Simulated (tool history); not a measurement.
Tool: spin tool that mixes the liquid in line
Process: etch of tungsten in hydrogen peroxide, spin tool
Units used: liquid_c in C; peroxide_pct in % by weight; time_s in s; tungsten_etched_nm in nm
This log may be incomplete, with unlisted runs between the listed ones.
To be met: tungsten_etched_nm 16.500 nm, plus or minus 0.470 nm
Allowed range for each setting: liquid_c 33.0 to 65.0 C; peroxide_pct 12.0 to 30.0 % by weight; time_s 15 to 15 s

run 1 hour=0.0 | liquid_c=49.0 peroxide_pct=22.0 time_s=15 | tungsten_etched_nm=25.013
run 2 hour=0.6 | liquid_c=46.5 peroxide_pct=22.0 time_s=15 | tungsten_etched_nm=21.439
run 3 hour=5.9 | liquid_c=45.0 peroxide_pct=22.0 time_s=15 | tungsten_etched_nm=19.401
run 4 hour=11.5 | liquid_c=44.0 peroxide_pct=22.0 time_s=15 | tungsten_etched_nm=18.292
run 5 hour=18.8 | liquid_c=48.0 peroxide_pct=22.0 time_s=15 | tungsten_etched_nm=23.680
run 6 hour=25.3 | liquid_c=48.0 peroxide_pct=19.0 time_s=15 | tungsten_etched_nm=22.187
-- hour=33.6 peroxide flow meter replaced
run 7 hour=33.6 | liquid_c=46.5 peroxide_pct=19.0 time_s=15 | tungsten_etched_nm=20.798
run 8 hour=38.8 | liquid_c=45.0 peroxide_pct=19.0 time_s=15 | tungsten_etched_nm=18.975

Exercise: of the 4 proposed moves below, exactly one satisfies all targets within the stated allowed misses. Which move is it?
run A hour=44.0 | liquid_c=41.5 peroxide_pct=20.0 time_s=15 | tungsten_etched_nm=?
run B hour=44.0 | liquid_c=43.0 peroxide_pct=19.0 time_s=15 | tungsten_etched_nm=?
run C hour=44.0 | liquid_c=44.0 peroxide_pct=18.0 time_s=15 | tungsten_etched_nm=?
run D hour=44.0 | liquid_c=42.0 peroxide_pct=24.5 time_s=15 | tungsten_etched_nm=?

move=A tungsten_etched_nm=15.543
move=B tungsten_etched_nm=16.680
move=C tungsten_etched_nm=17.303
move=D tungsten_etched_nm=17.766
A: moves the result that the last run missed by most past its target, out the other side
B: all results land within tolerance of their targets
C: gains on the last run, yet a result remains outside its allowed miss
D: gains on the last run, yet a result remains outside its allowed miss
Move B is the one to make.
